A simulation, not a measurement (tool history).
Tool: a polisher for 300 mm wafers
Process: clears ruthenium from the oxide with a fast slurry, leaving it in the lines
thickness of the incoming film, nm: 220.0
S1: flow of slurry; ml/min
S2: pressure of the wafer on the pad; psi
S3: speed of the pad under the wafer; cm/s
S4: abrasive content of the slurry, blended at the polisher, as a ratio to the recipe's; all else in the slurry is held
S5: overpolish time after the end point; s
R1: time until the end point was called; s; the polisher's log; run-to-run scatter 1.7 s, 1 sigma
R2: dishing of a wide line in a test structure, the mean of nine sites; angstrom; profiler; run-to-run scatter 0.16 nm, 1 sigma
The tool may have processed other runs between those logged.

run 1 hour=0 | S1=215 S2=2.7 S3=130 S4=1 S5=14 | R1=56.418 R2=396.82
run 2 hour=5.1 | S1=215 S2=2.4 S3=130 S4=1 S5=14 | R1=59.414 R2=375.79
run 3 hour=6.8 | S1=215 S2=2.4 S3=116 S4=1 S5=12 | R1=69.346 R2=309.56
run 4 hour=10.4 | S1=255 S2=2.4 S3=116 S4=1 S5=12 | R1=66.213 R2=309.85
run 5 hour=13 | S1=260 S2=2.3 S3=108 S4=1 S5=10 | R1=73.365 R2=244.84
run 6 hour=19.1 | S1=265 S2=2.2 S3=104 S4=1 S5=9 | R1=75.615 R2=212.23
run 7 hour=21 | S1=265 S2=2 S3=104 S4=1 S5=9 | R1=83.377 R2=197.15

Forecast run 8:
run 8 hour=29 | S1=265 S2=1.9 S3=104 S4=1 S5=9 | R1=? R2=?

R1: 83.992 s
R2: 193.6 angstrom
